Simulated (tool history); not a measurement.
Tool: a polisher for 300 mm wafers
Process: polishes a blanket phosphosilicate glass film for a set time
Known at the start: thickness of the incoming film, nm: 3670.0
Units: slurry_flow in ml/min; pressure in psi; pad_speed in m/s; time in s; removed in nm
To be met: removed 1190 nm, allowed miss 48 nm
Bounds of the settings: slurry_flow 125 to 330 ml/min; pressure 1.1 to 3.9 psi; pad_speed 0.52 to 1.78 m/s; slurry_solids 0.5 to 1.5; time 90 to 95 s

run,hour,slurry_flow,pressure,pad_speed,slurry_solids,time,removed
1,0,210,2.5,1.14,1,90,722.66
2,5.7,210,2.5,0.96,1,90,635.29
3,12.8,210,2.5,0.96,1,95,655.8
4,17.8,210,3,0.98,1,95,791.74
5,19,210,3,1.1,1,95,857.19
6,22.3,210,3.3,1.12,1,95,967.64
# hour 31.1: slurry blender recalibrated
7,31.1,210,3.5,1.12,1,95,1074
8,32.6,210,3.6,1.12,1,95,1103
9,36.2,210,3.7,1.12,1,95,1124.8

Which of these 5 next moves meets every target?
A,39.8,235,3.5,1.1,1.05,95,?
B,39.8,200,3.9,1.28,0.85,92,?
C,39.8,165,3.9,1.34,1.05,95,?
D,39.8,240,3.5,1.26,0.85,91,?
E,39.8,190,3.3,1.18,1.1,95,?

move,removed
A,1081.9
B,1170.9
C,1319.3
D,1066.9
E,1075.4
A: further off than the last run
B: meets every target
C: takes the result that was furthest off past its target
D: further off than the last run
E: further off than the last run
The right move is B.
